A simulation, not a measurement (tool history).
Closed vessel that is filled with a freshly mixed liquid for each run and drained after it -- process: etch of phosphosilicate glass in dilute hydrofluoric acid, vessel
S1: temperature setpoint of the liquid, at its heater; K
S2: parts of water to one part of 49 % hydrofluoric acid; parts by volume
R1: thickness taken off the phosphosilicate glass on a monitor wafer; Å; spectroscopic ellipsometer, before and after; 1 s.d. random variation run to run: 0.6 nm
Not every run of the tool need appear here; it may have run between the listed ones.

{"run": 1, "hour": 0.0, "S1": 298.15, "S2": 155, "time in the liquid (s)": 105, "R1": 1041.2}
{"run": 2, "hour": 3.4, "S1": 298.15, "S2": 155, "time in the liquid (s)": 105, "R1": 1036.8}
{"run": 3, "hour": 4.3, "S1": 298.15, "S2": 215, "time in the liquid (s)": 105, "R1": 704.92}
{"run": 4, "hour": 9.9, "S1": 300.65, "S2": 185, "time in the liquid (s)": 105, "R1": 922.43}
{"run": 5, "hour": 13.9, "S1": 300.65, "S2": 185, "time in the liquid (s)": 110, "R1": 966.72}
{"run": 6, "hour": 15.3, "S1": 298.15, "S2": 185, "time in the liquid (s)": 110, "R1": 885.31}
{"run": 7, "hour": 18.7, "S1": 300.65, "S2": 165, "time in the liquid (s)": 110, "R1": 1113.4}
{"run": 8, "hour": 21.1, "S1": 302.15, "S2": 150, "time in the liquid (s)": 110, "R1": 1315.3}
{"run": 9, "hour": 29.7, "S1": 303.15, "S2": 140, "time in the liquid (s)": 110, "R1": 1479.2}
{"run": 10, "hour": 37.6, "S1": 304.15, "S2": 135, "time in the liquid (s)": 110, "R1": 1602.8}

Expected results for the next run?
{"run": 11, "hour": 44.7, "S1": 304.65, "S2": 130, "time in the liquid (s)": 110, "R1": "?"}

{"run 11": {"R1": 1708.3}}
